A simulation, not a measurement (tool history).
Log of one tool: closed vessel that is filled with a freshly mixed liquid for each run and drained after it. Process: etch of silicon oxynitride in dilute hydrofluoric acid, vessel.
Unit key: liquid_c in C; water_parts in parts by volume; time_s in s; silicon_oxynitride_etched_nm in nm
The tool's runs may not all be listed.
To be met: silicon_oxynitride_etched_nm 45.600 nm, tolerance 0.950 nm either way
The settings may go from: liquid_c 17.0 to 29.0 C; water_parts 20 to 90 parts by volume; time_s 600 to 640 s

| run | day | liquid_c | water_parts | time_s | silicon_oxynitride_etched_nm |
|---|---|---|---|---|---|
| 1 | 0.000 | 21.0 | 50 | 600 | 54.759 |
| 2 | 0.254 | 21.0 | 50 | 640 | 57.394 |
| 3 | 0.342 | 24.0 | 50 | 640 | 66.861 |
| 4 | 0.700 | 26.0 | 50 | 640 | 74.307 |
| 5 | 0.875 | 26.0 | 50 | 600 | 69.655 |
| 6 | 1.071 | 24.5 | 50 | 600 | 64.322 |
| 7 | 1.158 | 23.0 | 50 | 600 | 59.559 |
| 8 | 1.288 | 22.0 | 50 | 600 | 56.319 |
| 9 | 1.442 | 21.0 | 50 | 600 | 54.820 |
| 10 | 1.538 | 20.0 | 50 | 600 | 51.478 |

Which one of the following 5 next-run settings gets every result inside its allowed miss? There is exactly one.
| A | 1.633 | 18.5 | 55 | 600 | ? |
| B | 1.633 | 17.5 | 55 | 630 | ? |
| C | 1.633 | 20.0 | 60 | 610 | ? |
| D | 1.633 | 19.5 | 55 | 640 | ? |
| E | 1.633 | 23.0 | 65 | 600 | ? |

| move | silicon_oxynitride_etched_nm |
|---|---|
| A | 43.647 |
| B | 43.552 |
| C | 43.719 |
| D | 48.971 |
| E | 45.854 |
A: pushes the last run's worst result past its target
B: pushes the last run's worst result past its target
C: pushes the last run's worst result past its target
D: an improvement on the last run, though not all results are within tolerance
E: in spec on every target
Move E is the one to make.
